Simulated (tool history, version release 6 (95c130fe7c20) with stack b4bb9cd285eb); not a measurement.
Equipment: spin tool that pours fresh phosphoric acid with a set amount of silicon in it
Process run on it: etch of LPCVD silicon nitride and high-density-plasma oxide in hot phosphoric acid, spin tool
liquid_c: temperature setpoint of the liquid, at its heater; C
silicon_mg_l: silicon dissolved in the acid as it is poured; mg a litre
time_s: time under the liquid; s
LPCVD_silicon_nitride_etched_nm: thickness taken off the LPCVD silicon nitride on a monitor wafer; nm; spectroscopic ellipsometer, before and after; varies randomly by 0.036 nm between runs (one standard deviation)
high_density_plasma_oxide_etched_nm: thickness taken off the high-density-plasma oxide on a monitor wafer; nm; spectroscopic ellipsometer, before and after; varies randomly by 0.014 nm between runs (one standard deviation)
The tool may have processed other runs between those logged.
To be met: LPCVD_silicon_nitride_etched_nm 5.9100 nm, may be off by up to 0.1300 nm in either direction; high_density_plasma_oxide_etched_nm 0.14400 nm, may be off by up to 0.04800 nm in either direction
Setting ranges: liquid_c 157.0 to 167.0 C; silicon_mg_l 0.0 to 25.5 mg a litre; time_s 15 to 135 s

run	hour	liquid_c	silicon_mg_l	time_s	LPCVD_silicon_nitride_etched_nm	high_density_plasma_oxide_etched_nm
1	0.0	162.0	11.0	70	6.7225	0.29140
2	7.4	161.5	14.0	70	6.6791	0.19998
3	12.9	161.5	11.5	70	6.6498	0.19137
4	19.6	161.0	11.5	65	6.1146	0.21552
5	28.0	161.0	5.5	65	6.0436	0.26413
6	32.2	160.5	7.5	65	5.9256	0.21673
7	38.0	160.5	9.0	65	5.9363	0.25268
8	42.3	160.5	9.0	65	6.0092	0.19324
9	50.0	160.5	9.5	65	6.0323	0.22024
10	56.0	160.5	11.0	65	6.0355	0.23912
11	60.8	158.0	4.0	70	5.8939	0.21553
12	61.4	158.0	6.0	70	5.9272	0.22681
13	65.2	158.0	6.0	70	5.9546	0.18487
14	73.5	158.0	7.0	70	5.9646	0.19679
15	77.0	157.0	14.0	70	5.7109	0.16380
16	81.0	157.0	15.0	70	5.7135	0.18418
17	89.3	157.0	17.0	70	5.7588	0.13685

Which of these 5 next moves meets every target?
A	97.6	158.5	10.5	65	?	?
B	97.6	157.0	24.5	70	?	?
C	97.6	158.0	12.5	65	?	?
D	97.6	160.5	14.0	60	?	?
E	97.6	158.0	22.0	70	?	?

move	LPCVD_silicon_nitride_etched_nm	high_density_plasma_oxide_etched_nm
A	5.5601	0.19224
B	5.6906	0.12682
C	5.4667	0.17687
D	5.4898	0.18968
E	5.8873	0.14790
A: lands further from the targets than the last run did
B: lands further from the targets than the last run did
C: lands further from the targets than the last run did
D: lands further from the targets than the last run did
E: every result lands within tolerance
So the answer is move E, the one that meets all the targets.
